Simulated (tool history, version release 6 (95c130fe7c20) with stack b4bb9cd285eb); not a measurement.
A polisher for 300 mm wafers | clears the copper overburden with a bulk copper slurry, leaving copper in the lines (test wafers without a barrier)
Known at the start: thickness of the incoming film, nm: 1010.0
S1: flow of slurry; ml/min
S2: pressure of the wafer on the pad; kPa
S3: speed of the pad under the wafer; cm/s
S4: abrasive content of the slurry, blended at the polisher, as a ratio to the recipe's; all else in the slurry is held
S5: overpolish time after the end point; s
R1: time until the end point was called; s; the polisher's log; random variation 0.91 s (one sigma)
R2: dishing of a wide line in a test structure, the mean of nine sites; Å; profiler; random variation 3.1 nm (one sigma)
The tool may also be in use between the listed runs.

{"run": 1, "hour": 0.0, "S1": 270, "S2": 12.4, "S3": 122, "S4": 1.0, "S5": 25, "R1": 118.6, "R2": 968.36}
{"run": 2, "hour": 6.2, "S1": 270, "S2": 13.8, "S3": 126, "S4": 1.0, "S5": 25, "R1": 105.24, "R2": 1055.0}
{"run": 3, "hour": 12.8, "S1": 270, "S2": 15.2, "S3": 132, "S4": 1.0, "S5": 25, "R1": 89.896, "R2": 1145.5}
{"run": 4, "hour": 20.5, "S1": 270, "S2": 15.2, "S3": 132, "S4": 1.0, "S5": 20, "R1": 94.1, "R2": 1007.4}
{"run": 5, "hour": 21.1, "S1": 270, "S2": 15.2, "S3": 132, "S4": 1.0, "S5": 27, "R1": 91.165, "R2": 1168.2}
{"run": 6, "hour": 28.6, "S1": 270, "S2": 15.2, "S3": 132, "S4": 0.85, "S5": 27, "R1": 94.908, "R2": 1179.8}

Forecast run 7:
{"run": 7, "hour": 34.9, "S1": 270, "S2": 15.9, "S3": 138, "S4": 0.85, "S5": 27, "R1": "?", "R2": "?"}

Run 7 gave R1 85.673 s, R2 1184.90 Å.
